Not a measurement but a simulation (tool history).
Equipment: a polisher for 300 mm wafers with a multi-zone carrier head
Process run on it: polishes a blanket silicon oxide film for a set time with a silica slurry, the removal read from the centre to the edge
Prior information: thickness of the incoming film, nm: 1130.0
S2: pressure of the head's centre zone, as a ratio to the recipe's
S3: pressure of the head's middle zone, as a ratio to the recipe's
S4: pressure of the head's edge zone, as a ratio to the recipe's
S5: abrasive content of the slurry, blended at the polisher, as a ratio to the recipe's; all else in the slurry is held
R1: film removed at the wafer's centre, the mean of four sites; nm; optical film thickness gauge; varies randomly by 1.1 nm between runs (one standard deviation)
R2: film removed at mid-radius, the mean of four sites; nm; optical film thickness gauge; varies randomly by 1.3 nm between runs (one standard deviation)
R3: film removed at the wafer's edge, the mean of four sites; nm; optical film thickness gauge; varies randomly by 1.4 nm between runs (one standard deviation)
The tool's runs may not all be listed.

{"run": 1, "hour": 0.0, "flow of slurry (ml/min)": 140, "S2": 1, "S3": 1, "S4": 1, "S5": 1, "polishing time (s)": 43, "R1": 135.93, "R2": 139.25, "R3": 132.25}
{"run": 2, "hour": 1.5, "flow of slurry (ml/min)": 130, "S2": 0.94, "S3": 1, "S4": 0.99, "S5": 0.9, "polishing time (s)": 43, "R1": 118.69, "R2": 128.4, "R3": 125.18}
{"run": 3, "hour": 2.5, "flow of slurry (ml/min)": 130, "S2": 0.94, "S3": 1, "S4": 1.07, "S5": 0.9, "polishing time (s)": 43, "R1": 121.68, "R2": 128.54, "R3": 127.26}
{"run": 4, "hour": 6.9, "flow of slurry (ml/min)": 125, "S2": 0.91, "S3": 1.02, "S4": 1.05, "S5": 0.8, "polishing time (s)": 43, "R1": 109.71, "R2": 122.55, "R3": 117.14}
{"run": 5, "hour": 9.6, "flow of slurry (ml/min)": 115, "S2": 0.88, "S3": 1.03, "S4": 1.04, "S5": 0.8, "polishing time (s)": 43, "R1": 103.14, "R2": 122.79, "R3": 114.19}
{"run": 6, "hour": 14.3, "flow of slurry (ml/min)": 115, "S2": 0.88, "S3": 1.03, "S4": 0.97, "S5": 0.8, "polishing time (s)": 43, "R1": 102.79, "R2": 121.01, "R3": 113.9}

The next listed run, before its measurement:
{"hour": 17.8, "done": "edge zone pressure recalibrated"}
{"run": 7, "hour": 17.8, "flow of slurry (ml/min)": 110, "S2": 0.86, "S3": 1.03, "S4": 0.97, "S5": 0.8, "polishing time (s)": 43, "R1": "?", "R2": "?", "R3": "?"}

Run 7 yielded R1 98.91 nm, R2 120.03 nm, R3 116.37 nm.

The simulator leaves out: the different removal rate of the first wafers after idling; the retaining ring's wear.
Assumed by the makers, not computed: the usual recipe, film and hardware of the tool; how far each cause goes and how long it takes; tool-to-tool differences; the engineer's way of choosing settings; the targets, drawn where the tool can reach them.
